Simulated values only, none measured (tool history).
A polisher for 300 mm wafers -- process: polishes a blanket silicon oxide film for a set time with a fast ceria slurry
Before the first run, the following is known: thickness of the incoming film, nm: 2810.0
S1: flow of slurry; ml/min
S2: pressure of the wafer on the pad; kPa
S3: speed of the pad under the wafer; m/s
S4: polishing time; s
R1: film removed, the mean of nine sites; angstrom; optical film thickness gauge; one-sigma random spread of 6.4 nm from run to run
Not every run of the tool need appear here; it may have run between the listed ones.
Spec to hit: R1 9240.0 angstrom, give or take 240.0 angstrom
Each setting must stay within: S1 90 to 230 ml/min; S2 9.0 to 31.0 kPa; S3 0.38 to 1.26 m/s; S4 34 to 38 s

run  hour   S1    S2    S3  S4      R1
  1   0.0  150  20.0  0.82  38  5368.5
  2   8.6  160  22.8  0.82  38  5982.5
  3  14.3  160  22.8  0.82  34  5378.9
  4  20.3  160  22.8  0.82  34  5363.2
  5  23.1  160  19.3  0.82  34  4685.7
  6  28.4  160  19.3  0.82  34  4715.0
  7  29.0  160  22.8  0.86  34  5572.3
  8  36.0  160  24.8  0.92  34  6361.1
  9  37.3  195  30.3  1.02  34  8537.4

Consider the 4 candidate settings below. Which is the only one whose results all fall within their allowed miss of target?
  A  38.6  195  31.0  1.08  37   ?
  B  38.6  200  24.8  1.26  34   ?
  C  38.6  200  31.0  1.06  38   ?
  D  38.6  180  28.3  1.18  35   ?

move       R1
   A  10038.0
   B   8876.3
   C  10161.0
   D   9447.6
A: pushes the last run's worst result past its target
B: moves toward the targets from the last run without getting all of them in spec
C: pushes the last run's worst result past its target
D: all results in spec
Move D is the one to make.
